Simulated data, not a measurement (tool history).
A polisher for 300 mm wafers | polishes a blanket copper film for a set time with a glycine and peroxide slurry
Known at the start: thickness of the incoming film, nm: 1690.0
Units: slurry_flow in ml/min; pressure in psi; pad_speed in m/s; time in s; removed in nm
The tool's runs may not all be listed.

| run | hour | slurry_flow | pressure | pad_speed | time | removed |
|---|---|---|---|---|---|---|
| 1 | 0.0 | 230 | 3.2 | 0.92 | 53 | 285.95 |
| 2 | 4.1 | 230 | 3.2 | 0.78 | 53 | 252.94 |
| 3 | 11.4 | 285 | 3.2 | 0.78 | 53 | 258.24 |
| 4 | 12.4 | 285 | 2.9 | 0.78 | 53 | 238.82 |
| 5 | 20.4 | 285 | 2.9 | 0.92 | 53 | 268.33 |
| 6 | 22.4 | 285 | 2.9 | 0.84 | 53 | 250.06 |
| 7 | 28.3 | 285 | 2.7 | 0.82 | 53 | 230.17 |

Forecast run 8:
| 8 | 34.2 | 285 | 2.5 | 0.82 | 53 | ? |

removed: 220.42 nm
